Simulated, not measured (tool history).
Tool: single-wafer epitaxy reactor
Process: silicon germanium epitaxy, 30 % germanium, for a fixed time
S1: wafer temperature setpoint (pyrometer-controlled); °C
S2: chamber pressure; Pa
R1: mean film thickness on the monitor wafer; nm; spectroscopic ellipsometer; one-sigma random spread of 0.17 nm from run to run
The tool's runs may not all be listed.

run    day   S1    S2      R1
  1      0  580  3186   50.35
  2  0.167  577  3173  47.651
  3  0.342  577  3746  51.061
  4  0.654  574  3693  48.054
  5  0.692  571  3640  45.396
     0.971  -- pyrometer calibrated
  6  0.971  575  3640  45.158

Expected results for the next run?
  7  1.108  572  3600   ?

{"run 7": {"R1": 43.069}}
